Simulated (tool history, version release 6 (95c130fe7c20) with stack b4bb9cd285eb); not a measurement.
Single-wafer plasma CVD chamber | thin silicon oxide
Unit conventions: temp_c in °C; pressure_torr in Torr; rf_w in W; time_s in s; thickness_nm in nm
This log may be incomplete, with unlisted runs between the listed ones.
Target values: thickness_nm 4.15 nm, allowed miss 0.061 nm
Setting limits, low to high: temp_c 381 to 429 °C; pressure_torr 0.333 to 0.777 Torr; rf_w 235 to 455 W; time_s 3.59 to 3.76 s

| run | hour | temp_c | pressure_torr | rf_w | time_s | thickness_nm |
|---|---|---|---|---|---|---|
| 1 | 0 | 405 | 0.555 | 345 | 3.76 | 5.3067 |
| 2 | 5.6 | 405 | 0.555 | 305 | 3.76 | 5.1389 |
| 3 | 14.4 | 405 | 0.531 | 305 | 3.76 | 4.9063 |
| 4 | 20.5 | 405 | 0.512 | 305 | 3.76 | 4.7428 |
| 5 | 28.5 | 410 | 0.512 | 305 | 3.76 | 4.7276 |
| 6 | 34.8 | 418 | 0.512 | 305 | 3.76 | 4.7267 |
| 7 | 35.9 | 418 | 0.497 | 305 | 3.76 | 4.5547 |
| 8 | 40 | 418 | 0.486 | 305 | 3.76 | 4.4795 |
| 9 | 46.9 | 418 | 0.477 | 305 | 3.76 | 4.3984 |
| 10 | 51 | 418 | 0.47 | 305 | 3.76 | 4.3182 |
| 11 | 57.1 | 418 | 0.466 | 305 | 3.76 | 4.2908 |

Below are 5 possible settings for the next run. Only one of them brings all results inside the allowed miss of their targets. Which is it?
| A | 63.2 | 428 | 0.495 | 285 | 3.76 | ? |
| B | 63.2 | 428 | 0.477 | 340 | 3.74 | ? |
| C | 63.2 | 413 | 0.469 | 290 | 3.65 | ? |
| D | 63.2 | 419 | 0.483 | 310 | 3.71 | ? |
| E | 63.2 | 418 | 0.488 | 305 | 3.65 | ? |

| move | thickness_nm |
|---|---|
| A | 4.3996 |
| B | 4.456 |
| C | 4.1251 |
| D | 4.3785 |
| E | 4.3323 |
A: its largest miss is bigger than the last run's
B: its largest miss is bigger than the last run's
C: all results land within tolerance of their targets
D: its largest miss is bigger than the last run's
E: its largest miss is bigger than the last run's
Move C is the one to make.
